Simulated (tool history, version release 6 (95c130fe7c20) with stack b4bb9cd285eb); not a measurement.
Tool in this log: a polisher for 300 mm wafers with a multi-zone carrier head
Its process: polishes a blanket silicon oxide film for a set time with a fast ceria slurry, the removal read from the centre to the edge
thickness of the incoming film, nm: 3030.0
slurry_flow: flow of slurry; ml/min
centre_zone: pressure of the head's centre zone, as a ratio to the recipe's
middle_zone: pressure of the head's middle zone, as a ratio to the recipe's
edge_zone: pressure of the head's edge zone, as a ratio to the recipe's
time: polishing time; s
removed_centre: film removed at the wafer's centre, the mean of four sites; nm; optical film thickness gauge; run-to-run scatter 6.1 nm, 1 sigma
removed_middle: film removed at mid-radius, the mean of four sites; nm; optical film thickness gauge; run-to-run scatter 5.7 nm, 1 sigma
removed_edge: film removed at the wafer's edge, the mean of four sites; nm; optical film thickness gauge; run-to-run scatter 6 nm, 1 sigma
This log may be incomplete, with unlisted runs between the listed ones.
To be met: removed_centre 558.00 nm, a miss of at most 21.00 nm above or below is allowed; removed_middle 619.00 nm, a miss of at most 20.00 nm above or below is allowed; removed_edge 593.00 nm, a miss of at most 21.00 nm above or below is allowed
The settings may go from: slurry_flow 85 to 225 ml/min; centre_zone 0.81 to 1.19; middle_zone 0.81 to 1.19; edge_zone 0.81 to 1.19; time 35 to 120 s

run 1 hour=0.0 | slurry_flow=145 centre_zone=1.00 middle_zone=1.00 edge_zone=1.00 time=77 | removed_centre=833.29 removed_middle=885.25 removed_edge=850.83
run 2 hour=1.9 | slurry_flow=145 centre_zone=1.00 middle_zone=1.00 edge_zone=1.03 time=77 | removed_centre=835.54 removed_middle=876.13 removed_edge=851.02
run 3 hour=9.3 | slurry_flow=145 centre_zone=1.00 middle_zone=1.00 edge_zone=0.97 time=77 | removed_centre=858.04 removed_middle=872.90 removed_edge=832.79
run 4 hour=15.0 | slurry_flow=145 centre_zone=1.09 middle_zone=1.00 edge_zone=0.97 time=77 | removed_centre=932.77 removed_middle=878.09 removed_edge=812.69
run 5 hour=23.4 | slurry_flow=145 centre_zone=1.12 middle_zone=1.00 edge_zone=0.97 time=77 | removed_centre=933.33 removed_middle=874.79 removed_edge=828.98
run 6 hour=30.4 | slurry_flow=145 centre_zone=1.15 middle_zone=1.00 edge_zone=0.97 time=77 | removed_centre=953.07 removed_middle=887.49 removed_edge=819.26
run 7 hour=32.9 | slurry_flow=130 centre_zone=1.08 middle_zone=1.01 edge_zone=0.97 time=70 | removed_centre=809.99 removed_middle=784.92 removed_edge=741.37
run 8 hour=41.4 | slurry_flow=125 centre_zone=1.02 middle_zone=1.02 edge_zone=0.96 time=65 | removed_centre=701.40 removed_middle=727.08 removed_edge=671.41
run 9 hour=45.4 | slurry_flow=115 centre_zone=0.98 middle_zone=1.01 edge_zone=0.95 time=64 | removed_centre=654.03 removed_middle=698.18 removed_edge=673.34
run 10 hour=52.3 | slurry_flow=110 centre_zone=0.97 middle_zone=1.01 edge_zone=0.93 time=62 | removed_centre=603.31 removed_middle=661.30 removed_edge=628.70
run 11 hour=53.2 | slurry_flow=105 centre_zone=0.97 middle_zone=1.01 edge_zone=0.92 time=62 | removed_centre=613.44 removed_middle=661.10 removed_edge=605.74
run 12 hour=59.0 | slurry_flow=100 centre_zone=0.95 middle_zone=1.00 edge_zone=0.92 time=62 | removed_centre=597.08 removed_middle=639.82 removed_edge=611.48

Which of these 5 next moves meets every target?
run A hour=64.8 | slurry_flow=85 centre_zone=1.09 middle_zone=1.04 edge_zone=0.81 time=61 | removed_centre=? removed_middle=? removed_edge=?
run B hour=64.8 | slurry_flow=85 centre_zone=1.06 middle_zone=0.94 edge_zone=0.88 time=64 | removed_centre=? removed_middle=? removed_edge=?
run C hour=64.8 | slurry_flow=90 centre_zone=0.94 middle_zone=1.17 edge_zone=0.89 time=62 | removed_centre=? removed_middle=? removed_edge=?
run D hour=64.8 | slurry_flow=90 centre_zone=0.96 middle_zone=1.04 edge_zone=0.96 time=61 | removed_centre=? removed_middle=? removed_edge=?
run E hour=64.8 | slurry_flow=100 centre_zone=1.09 middle_zone=0.96 edge_zone=0.83 time=57 | removed_centre=? removed_middle=? removed_edge=?

move=A removed_centre=600.72 removed_middle=608.82 removed_edge=548.23
move=B removed_centre=614.83 removed_middle=586.63 removed_edge=593.82
move=C removed_centre=552.92 removed_middle=700.75 removed_edge=584.58
move=D removed_centre=553.30 removed_middle=623.16 removed_edge=593.30
move=E removed_centre=602.11 removed_middle=565.15 removed_edge=538.59
A: lands further from the targets than the last run did
B: lands further from the targets than the last run did
C: brings the result that was furthest off to its target, and leaves another outside
D: all results land within tolerance of their targets
E: lands further from the targets than the last run did
The right move is D.
